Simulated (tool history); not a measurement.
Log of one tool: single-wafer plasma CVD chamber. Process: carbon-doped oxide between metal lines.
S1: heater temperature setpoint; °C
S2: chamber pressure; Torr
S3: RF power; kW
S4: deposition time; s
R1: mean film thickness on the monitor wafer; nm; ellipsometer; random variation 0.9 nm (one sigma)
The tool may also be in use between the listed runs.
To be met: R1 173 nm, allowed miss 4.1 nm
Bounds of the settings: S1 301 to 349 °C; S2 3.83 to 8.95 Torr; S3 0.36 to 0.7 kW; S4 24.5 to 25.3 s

Run 1, hour 0: S1 325 °C, S2 6.39 Torr, S3 0.53 kW, S4 24.5 s. Result: R1 147.06 nm.
Run 2, hour 3.6: S1 325 °C, S2 6.39 Torr, S3 0.58 kW, S4 24.5 s. Result: R1 156.08 nm.
Run 3, hour 10.6: S1 325 °C, S2 6.39 Torr, S3 0.58 kW, S4 24.5 s. Result: R1 157.39 nm.
Run 4, hour 11.8: S1 316 °C, S2 6.39 Torr, S3 0.58 kW, S4 24.5 s. Result: R1 161.28 nm.
Run 5, hour 13.7: S1 326 °C, S2 6.39 Torr, S3 0.58 kW, S4 24.5 s. Result: R1 156.28 nm.
Run 6, hour 21: S1 323 °C, S2 6.56 Torr, S3 0.595 kW, S4 24.5 s. Result: R1 160.27 nm.
Run 7, hour 24.3: S1 320 °C, S2 6.6 Torr, S3 0.61 kW, S4 24.5 s. Result: R1 164.67 nm.
Run 8, hour 25: S1 318 °C, S2 6.64 Torr, S3 0.62 kW, S4 24.5 s. Result: R1 168.09 nm.

Which of these 4 next moves meets every target?
Run A, hour 25.7: S1 322 °C, S2 6.19 Torr, S3 0.595 kW, S4 24.5 s. Result: R1 ?.
Run B, hour 25.7: S1 326 °C, S2 6.56 Torr, S3 0.63 kW, S4 24.5 s. Result: R1 ?.
Run C, hour 25.7: S1 317 °C, S2 6.35 Torr, S3 0.635 kW, S4 24.7 s. Result: R1 ?.
Run D, hour 25.7: S1 325 °C, S2 7.77 Torr, S3 0.56 kW, S4 25.1 s. Result: R1 ?.

move      R1
   A  160.75
   B  165.56
   C  172.48
   D  158.48
A: further off than the last run
B: further off than the last run
C: meets every target
D: further off than the last run
Move C is the one to make.
